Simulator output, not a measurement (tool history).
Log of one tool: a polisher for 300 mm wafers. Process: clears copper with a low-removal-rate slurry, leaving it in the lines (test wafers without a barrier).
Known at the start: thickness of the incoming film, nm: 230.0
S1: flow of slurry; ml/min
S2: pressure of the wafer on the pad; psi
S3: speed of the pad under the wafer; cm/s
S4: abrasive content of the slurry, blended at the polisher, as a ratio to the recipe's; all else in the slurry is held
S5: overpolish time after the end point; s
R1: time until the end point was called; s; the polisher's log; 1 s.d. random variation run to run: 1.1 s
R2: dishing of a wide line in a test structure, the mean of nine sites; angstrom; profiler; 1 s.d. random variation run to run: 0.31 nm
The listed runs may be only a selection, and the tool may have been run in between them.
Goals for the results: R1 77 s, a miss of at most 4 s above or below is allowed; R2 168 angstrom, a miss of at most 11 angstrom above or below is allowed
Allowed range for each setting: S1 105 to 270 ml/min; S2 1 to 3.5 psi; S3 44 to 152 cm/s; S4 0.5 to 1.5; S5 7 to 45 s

{"run": 1, "hour": 0.0, "S1": 175, "S2": 2.2, "S3": 98, "S4": 1, "S5": 23, "R1": 117.34, "R2": 205.49}
{"run": 2, "hour": 4.1, "S1": 175, "S2": 2.2, "S3": 98, "S4": 0.9, "S5": 23, "R1": 122.07, "R2": 198.55}
{"run": 3, "hour": 7.1, "S1": 175, "S2": 2.2, "S3": 82, "S4": 0.9, "S5": 23, "R1": 141.14, "R2": 177.91}
{"run": 4, "hour": 15.9, "S1": 175, "S2": 2.2, "S3": 92, "S4": 0.9, "S5": 23, "R1": 128.04, "R2": 183.82}
{"run": 5, "hour": 22.7, "S1": 135, "S2": 2.2, "S3": 92, "S4": 0.9, "S5": 23, "R1": 128.71, "R2": 187.85}
{"run": 6, "hour": 29.1, "S1": 135, "S2": 2.4, "S3": 92, "S4": 0.9, "S5": 20, "R1": 124.24, "R2": 175.41}
{"run": 7, "hour": 32.6, "S1": 135, "S2": 2.6, "S3": 96, "S4": 0.9, "S5": 18, "R1": 113.26, "R2": 176.76}
{"run": 8, "hour": 38.8, "S1": 135, "S2": 2.7, "S3": 100, "S4": 0.9, "S5": 16, "R1": 105.94, "R2": 176.04}
{"run": 9, "hour": 40.4, "S1": 135, "S2": 2.8, "S3": 102, "S4": 0.9, "S5": 14, "R1": 102.11, "R2": 168.78}
{"run": 10, "hour": 44.9, "S1": 135, "S2": 2.9, "S3": 104, "S4": 0.9, "S5": 13, "R1": 99.057, "R2": 162.61}
{"run": 11, "hour": 47.6, "S1": 135, "S2": 3, "S3": 106, "S4": 0.9, "S5": 12, "R1": 92.09, "R2": 156.47}

Of the 5 settings listed for the next run, only one would bring every result within its allowed miss of target. Which one?
{"run": "A", "hour": 50.3, "S1": 135, "S2": 2.9, "S3": 80, "S4": 1, "S5": 17, "R1": "?", "R2": "?"}
{"run": "B", "hour": 50.3, "S1": 180, "S2": 3.3, "S3": 112, "S4": 0.95, "S5": 11, "R1": "?", "R2": "?"}
{"run": "C", "hour": 50.3, "S1": 180, "S2": 3.5, "S3": 78, "S4": 0.9, "S5": 14, "R1": "?", "R2": "?"}
{"run": "D", "hour": 50.3, "S1": 145, "S2": 3.2, "S3": 72, "S4": 1.1, "S5": 19, "R1": "?", "R2": "?"}
{"run": "E", "hour": 50.3, "S1": 140, "S2": 3.2, "S3": 104, "S4": 0.85, "S5": 13, "R1": "?", "R2": "?"}

move=A R1=120.64 R2=162.45
move=B R1=76.719 R2=164.78
move=C R1=105.25 R2=156.84
move=D R1=120.69 R2=174.95
move=E R1=89.228 R2=166.42
A: lands further from the targets than the last run did
B: each result inside its tolerance
C: lands further from the targets than the last run did
D: lands further from the targets than the last run did
E: gains on the last run, yet a result remains outside its allowed miss
Go with B: it meets all targets.
